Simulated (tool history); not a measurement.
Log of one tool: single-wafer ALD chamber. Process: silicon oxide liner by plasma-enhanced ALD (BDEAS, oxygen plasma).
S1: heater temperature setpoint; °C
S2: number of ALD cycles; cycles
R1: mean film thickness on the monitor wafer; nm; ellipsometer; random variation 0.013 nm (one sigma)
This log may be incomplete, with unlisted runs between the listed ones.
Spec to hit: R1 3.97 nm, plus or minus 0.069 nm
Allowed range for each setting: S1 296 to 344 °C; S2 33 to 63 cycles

run  hour   S1  S2      R1
  1     0  320  48  4.3308
  2   5.3  320  43  3.8959
  3   9.8  327  43  3.8446
  4  18.3  327  38  3.3873
     23.8  -- thermocouple changed; heater temperature recalibrated
  5  23.8  325  40  3.6313
  6  26.9  322  41   3.735
  7  32.3  319  41  3.7622
  8  40.9  316  41  3.7745
  9  48.6  314  41    3.77
 10    50  313  42   3.871
 11  58.1  312  42  3.8954
 12  63.8  311  42  3.8791
 13  69.4  310  42  3.9081
 14  74.9  309  42  3.8939

Which single option among these 5 for the next run brings every result within its allowed miss of target? Just one does.
  A  80.4  318  42   ?
  B  80.4  317  43   ?
  C  80.4  311  41   ?
  D  80.4  323  41   ?
  E  80.4  310  41   ?

move      R1
   A  3.8523
   B  3.9504
   C  3.8035
   D  3.7298
   E  3.8097
A: misses by more than the last run did
B: every result lands within tolerance
C: misses by more than the last run did
D: misses by more than the last run did
E: misses by more than the last run did
B meets every target.
